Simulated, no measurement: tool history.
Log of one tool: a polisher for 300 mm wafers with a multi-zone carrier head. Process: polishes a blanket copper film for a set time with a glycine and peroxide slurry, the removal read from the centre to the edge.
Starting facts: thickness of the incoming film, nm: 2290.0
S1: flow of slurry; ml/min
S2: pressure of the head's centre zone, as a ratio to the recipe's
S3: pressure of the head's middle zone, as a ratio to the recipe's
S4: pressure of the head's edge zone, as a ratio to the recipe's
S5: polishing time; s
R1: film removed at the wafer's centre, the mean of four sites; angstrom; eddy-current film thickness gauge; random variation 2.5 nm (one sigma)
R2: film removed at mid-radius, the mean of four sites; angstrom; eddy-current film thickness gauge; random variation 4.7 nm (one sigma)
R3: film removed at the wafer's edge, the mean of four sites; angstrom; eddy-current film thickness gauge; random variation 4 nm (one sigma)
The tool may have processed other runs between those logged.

run 1 hour=0.0 | S1=135 S2=1.00 S3=1.00 S4=1.00 S5=52 | R1=2355.9 R2=2481.4 R3=2440.4
run 2 hour=5.7 | S1=140 S2=0.99 S3=1.03 S4=1.03 S5=54 | R1=2468.8 R2=2719.0 R3=2523.3
run 3 hour=8.7 | S1=140 S2=0.97 S3=1.03 S4=1.04 S5=57 | R1=2522.6 R2=2838.4 R3=2670.1
run 4 hour=17.4 | S1=140 S2=0.97 S3=0.98 S4=1.04 S5=57 | R1=2507.2 R2=2692.1 R3=2757.6
run 5 hour=25.4 | S1=140 S2=0.97 S3=1.06 S4=1.04 S5=57 | R1=2542.4 R2=2902.9 R3=2755.9
run 6 hour=28.1 | S1=140 S2=0.97 S3=1.06 S4=1.07 S5=57 | R1=2503.3 R2=2908.9 R3=2676.6
run 7 hour=33.2 | S1=145 S2=0.96 S3=1.06 S4=1.07 S5=59 | R1=2627.5 R2=3024.9 R3=2791.5
run 8 hour=35.4 | S1=145 S2=0.95 S3=1.07 S4=1.07 S5=61 | R1=2666.0 R2=3218.0 R3=3007.7
run 9 hour=36.7 | S1=150 S2=0.95 S3=1.07 S4=1.07 S5=61 | R1=2708.1 R2=3129.6 R3=3048.9
run 10 hour=42.0 | S1=150 S2=0.95 S3=1.09 S4=1.07 S5=62 | R1=2728.0 R2=3320.1 R3=3026.1
run 11 hour=50.5 | S1=155 S2=0.95 S3=1.09 S4=1.07 S5=62 | R1=2752.8 R2=3337.6 R3=2971.4
run 12 hour=53.1 | S1=155 S2=0.95 S3=1.09 S4=1.07 S5=63 | R1=2850.0 R2=3386.3 R3=3116.1
run 13 hour=58.1 | S1=155 S2=0.95 S3=1.10 S4=1.07 S5=63 | R1=2796.7 R2=3357.8 R3=3103.1
run 14 hour=59.8 | S1=155 S2=0.95 S3=1.11 S4=1.07 S5=64 | R1=2845.2 R2=3502.3 R3=3078.3

Estimate the outcome of run 15 from the log above:
run 15 hour=68.5 | S1=155 S2=0.95 S3=1.11 S4=1.08 S5=64 | R1=? R2=? R3=?

R1: 2878.3 angstrom
R2: 3448.9 angstrom
R3: 3163.3 angstrom

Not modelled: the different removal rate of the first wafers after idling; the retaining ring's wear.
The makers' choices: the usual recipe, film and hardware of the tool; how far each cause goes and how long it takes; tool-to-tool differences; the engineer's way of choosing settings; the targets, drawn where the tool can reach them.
